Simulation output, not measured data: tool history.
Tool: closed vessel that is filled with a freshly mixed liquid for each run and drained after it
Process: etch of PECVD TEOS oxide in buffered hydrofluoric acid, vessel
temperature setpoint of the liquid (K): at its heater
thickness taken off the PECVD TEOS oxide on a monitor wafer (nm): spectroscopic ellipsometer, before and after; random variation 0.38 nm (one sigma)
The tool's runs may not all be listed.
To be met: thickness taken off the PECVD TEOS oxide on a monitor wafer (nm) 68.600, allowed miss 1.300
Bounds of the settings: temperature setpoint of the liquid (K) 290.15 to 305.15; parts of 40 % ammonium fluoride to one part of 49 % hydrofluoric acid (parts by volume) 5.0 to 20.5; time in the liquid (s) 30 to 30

| run | hour | temperature setpoint of the liquid (K) | parts of 40 % ammonium fluoride to one part of 49 % hydrofluoric acid (parts by volume) | time in the liquid (s) | thickness taken off the PECVD TEOS oxide on a monitor wafer (nm) |
|---|---|---|---|---|---|
| 1 | 0.0 | 297.15 | 12.5 | 30 | 27.825 |
| 2 | 5.3 | 299.65 | 10.5 | 30 | 37.740 |
| 3 | 14.6 | 299.65 | 13.5 | 30 | 29.118 |
| 4 | 16.9 | 299.65 | 10.5 | 30 | 37.752 |
| 5 | 17.7 | 301.15 | 10.5 | 30 | 40.479 |
| 6 | 21.1 | 301.15 | 10.5 | 30 | 40.761 |
| 7 | 27.8 | 302.15 | 9.5 | 30 | 46.197 |
| 8 | 37.0 | 303.15 | 8.5 | 30 | 54.342 |
| 9 | 41.1 | 303.65 | 8.0 | 30 | 58.675 |
| 10 | 42.6 | 304.15 | 8.0 | 30 | 61.441 |
| 11 | 50.7 | 305.15 | 7.0 | 30 | 73.595 |
| 12 | 57.5 | 304.65 | 7.0 | 30 | 71.674 |
| 13 | 62.0 | 304.15 | 7.0 | 30 | 70.593 |

4 next moves are on the table. One of them brings every result within its allowed miss. Which?
| A | 66.5 | 304.65 | 7.0 | 30 | ? |
| B | 66.5 | 302.15 | 6.0 | 30 | ? |
| C | 66.5 | 301.15 | 5.5 | 30 | ? |
| D | 66.5 | 305.15 | 7.5 | 30 | ? |

| move | thickness taken off the PECVD TEOS oxide on a monitor wafer (nm) |
|---|---|
| A | 72.689 |
| B | 72.887 |
| C | 74.417 |
| D | 69.252 |
A: further off than the last run
B: further off than the last run
C: further off than the last run
D: meets every target
Move D is the one to make.
